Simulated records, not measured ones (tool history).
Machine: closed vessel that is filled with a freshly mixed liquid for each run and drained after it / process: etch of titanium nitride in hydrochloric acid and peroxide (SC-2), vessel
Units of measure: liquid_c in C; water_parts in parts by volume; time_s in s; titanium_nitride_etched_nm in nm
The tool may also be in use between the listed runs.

run 1 hour=0.0 | liquid_c=50.0 water_parts=11.5 time_s=90 | titanium_nitride_etched_nm=3.4015
run 2 hour=4.4 | liquid_c=54.5 water_parts=11.5 time_s=90 | titanium_nitride_etched_nm=4.5356
run 3 hour=12.9 | liquid_c=49.0 water_parts=11.5 time_s=90 | titanium_nitride_etched_nm=3.1816
run 4 hour=16.3 | liquid_c=47.5 water_parts=12.0 time_s=90 | titanium_nitride_etched_nm=2.7856
run 5 hour=24.0 | liquid_c=44.0 water_parts=12.0 time_s=90 | titanium_nitride_etched_nm=2.1809
run 6 hour=29.2 | liquid_c=37.5 water_parts=12.0 time_s=90 | titanium_nitride_etched_nm=1.3699
run 7 hour=31.1 | liquid_c=37.0 water_parts=12.0 time_s=90 | titanium_nitride_etched_nm=1.3279
run 8 hour=36.3 | liquid_c=37.0 water_parts=12.0 time_s=90 | titanium_nitride_etched_nm=1.3316

For run 9, what comes out?
run 9 hour=42.8 | liquid_c=36.0 water_parts=13.0 time_s=90 | titanium_nitride_etched_nm=?

Run 9 measured titanium_nitride_etched_nm 1.1507 nm.

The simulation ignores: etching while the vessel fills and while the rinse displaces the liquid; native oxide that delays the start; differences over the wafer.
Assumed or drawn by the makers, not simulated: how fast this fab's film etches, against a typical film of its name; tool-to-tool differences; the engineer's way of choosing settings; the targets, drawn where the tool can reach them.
